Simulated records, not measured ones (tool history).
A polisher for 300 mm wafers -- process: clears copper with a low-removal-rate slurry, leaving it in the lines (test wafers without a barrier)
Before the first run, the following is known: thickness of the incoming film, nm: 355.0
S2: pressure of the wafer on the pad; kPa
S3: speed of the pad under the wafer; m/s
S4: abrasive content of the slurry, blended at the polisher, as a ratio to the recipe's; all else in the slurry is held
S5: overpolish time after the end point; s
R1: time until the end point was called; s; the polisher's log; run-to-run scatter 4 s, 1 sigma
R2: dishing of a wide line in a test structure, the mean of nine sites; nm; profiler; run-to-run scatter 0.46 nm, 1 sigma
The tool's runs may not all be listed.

{"run": 1, "hour": 0.0, "flow of slurry (ml/min)": 315, "S2": 22.1, "S3": 1.38, "S4": 1.0, "S5": 24, "R1": 90.104, "R2": 65.346}
{"run": 2, "hour": 1.8, "flow of slurry (ml/min)": 315, "S2": 20.0, "S3": 1.32, "S4": 1.0, "S5": 26, "R1": 105.9, "R2": 63.17}
{"run": 3, "hour": 6.1, "flow of slurry (ml/min)": 355, "S2": 20.0, "S3": 1.32, "S4": 1.0, "S5": 26, "R1": 104.71, "R2": 62.775}
{"run": 4, "hour": 14.9, "flow of slurry (ml/min)": 355, "S2": 18.6, "S3": 1.28, "S4": 1.0, "S5": 27, "R1": 108.95, "R2": 59.891}
{"run": 5, "hour": 21.6, "flow of slurry (ml/min)": 355, "S2": 18.6, "S3": 1.28, "S4": 1.0, "S5": 37, "R1": 112.64, "R2": 75.436}
{"run": 6, "hour": 29.0, "flow of slurry (ml/min)": 390, "S2": 18.6, "S3": 1.28, "S4": 1.0, "S5": 37, "R1": 111.06, "R2": 74.708}
{"run": 7, "hour": 36.2, "flow of slurry (ml/min)": 390, "S2": 18.6, "S3": 1.28, "S4": 1.0, "S5": 37, "R1": 115.06, "R2": 75.17}
{"run": 8, "hour": 44.8, "flow of slurry (ml/min)": 390, "S2": 17.2, "S3": 1.22, "S4": 1.0, "S5": 37, "R1": 128.9, "R2": 68.282}

Estimate the outcome of run 9 from the log above:
{"run": 9, "hour": 45.5, "flow of slurry (ml/min)": 385, "S2": 11.0, "S3": 0.94, "S4": 1.0, "S5": 38, "R1": "?", "R2": "?"}

{"run 9": {"R1": 252.02, "R2": 40.382}}
